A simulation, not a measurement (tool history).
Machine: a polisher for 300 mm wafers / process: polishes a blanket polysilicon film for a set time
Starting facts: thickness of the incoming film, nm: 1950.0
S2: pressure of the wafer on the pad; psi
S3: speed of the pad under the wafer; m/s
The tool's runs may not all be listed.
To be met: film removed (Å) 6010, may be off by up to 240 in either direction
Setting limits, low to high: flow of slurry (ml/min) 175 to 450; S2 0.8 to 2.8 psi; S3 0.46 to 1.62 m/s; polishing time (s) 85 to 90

{"run": 1, "hour": 0.0, "flow of slurry (ml/min)": 290, "S2": 1.8, "S3": 1.04, "polishing time (s)": 85, "film removed (Å)": 4247.3}
{"run": 2, "hour": 3.0, "flow of slurry (ml/min)": 290, "S2": 1.9, "S3": 1.04, "polishing time (s)": 85, "film removed (Å)": 4448.5}
{"run": 3, "hour": 6.6, "flow of slurry (ml/min)": 290, "S2": 2.1, "S3": 1.04, "polishing time (s)": 85, "film removed (Å)": 4943}
{"run": 4, "hour": 7.1, "flow of slurry (ml/min)": 290, "S2": 1.8, "S3": 1.04, "polishing time (s)": 85, "film removed (Å)": 4161.9}
{"run": 5, "hour": 13.9, "flow of slurry (ml/min)": 290, "S2": 1.8, "S3": 1.04, "polishing time (s)": 90, "film removed (Å)": 4443.3}
{"run": 6, "hour": 21.8, "flow of slurry (ml/min)": 290, "S2": 1.8, "S3": 0.92, "polishing time (s)": 90, "film removed (Å)": 4082.2}
{"run": 7, "hour": 28.5, "flow of slurry (ml/min)": 290, "S2": 1.9, "S3": 0.92, "polishing time (s)": 90, "film removed (Å)": 4306.4}
{"run": 8, "hour": 37.2, "flow of slurry (ml/min)": 290, "S2": 1.9, "S3": 0.92, "polishing time (s)": 90, "film removed (Å)": 4333.5}
{"run": 9, "hour": 39.6, "flow of slurry (ml/min)": 290, "S2": 2, "S3": 0.92, "polishing time (s)": 90, "film removed (Å)": 4500.8}

Consider the 4 candidate settings below. Which is the only one whose results all fall within their allowed miss of target?
{"run": "A", "hour": 42.0, "flow of slurry (ml/min)": 295, "S2": 1.4, "S3": 0.74, "polishing time (s)": 85, "film removed (Å)": "?"}
{"run": "B", "hour": 42.0, "flow of slurry (ml/min)": 255, "S2": 1.6, "S3": 0.74, "polishing time (s)": 85, "film removed (Å)": "?"}
{"run": "C", "hour": 42.0, "flow of slurry (ml/min)": 305, "S2": 2.2, "S3": 1.16, "polishing time (s)": 90, "film removed (Å)": "?"}
{"run": "D", "hour": 42.0, "flow of slurry (ml/min)": 445, "S2": 1.8, "S3": 0.54, "polishing time (s)": 85, "film removed (Å)": "?"}

move=A film_removed_(Å)=2643.7
move=B film_removed_(Å)=2976.8
move=C film_removed_(Å)=6017.3
move=D film_removed_(Å)=2823
A: misses by more than the last run did
B: misses by more than the last run did
C: each result inside its tolerance
D: misses by more than the last run did
C meets every target.
